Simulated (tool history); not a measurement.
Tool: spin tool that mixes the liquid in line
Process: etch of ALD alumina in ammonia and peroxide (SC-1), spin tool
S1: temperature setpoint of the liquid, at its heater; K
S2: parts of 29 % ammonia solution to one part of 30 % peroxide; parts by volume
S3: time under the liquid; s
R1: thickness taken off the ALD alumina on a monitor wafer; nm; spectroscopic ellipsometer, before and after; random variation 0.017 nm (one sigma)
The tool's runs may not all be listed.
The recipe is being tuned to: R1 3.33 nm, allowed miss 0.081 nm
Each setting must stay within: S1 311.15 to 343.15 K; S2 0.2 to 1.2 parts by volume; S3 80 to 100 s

run,hour,S1,S2,S3,R1
1,0,327.15,0.85,100,4.5294
2,7.8,324.15,0.85,100,3.8206
3,10.9,324.15,0.75,100,3.7506
4,15,324.15,0.55,100,3.6909
5,15.6,324.15,0.7,100,3.7785
6,21.5,323.65,0.7,100,3.6512
7,26.8,323.15,0.7,100,3.5529
8,31.2,322.65,0.7,100,3.4589
9,39,322.65,0.7,100,3.4725

Consider the 4 candidate settings below. Which is the only one whose results all fall within their allowed miss of target?
A,46.8,322.65,0.75,100,?
B,46.8,324.65,0.7,90,?
C,46.8,324.65,0.8,80,?
D,46.8,326.15,0.65,80,?

move,R1
A,3.4655
B,3.4575
C,3.1126
D,3.31
A: just as far off the targets as the last run
B: better than the last run, though not everything is in spec
C: takes the result that was furthest off past its target
D: every result lands within tolerance
Move D is the one to make.
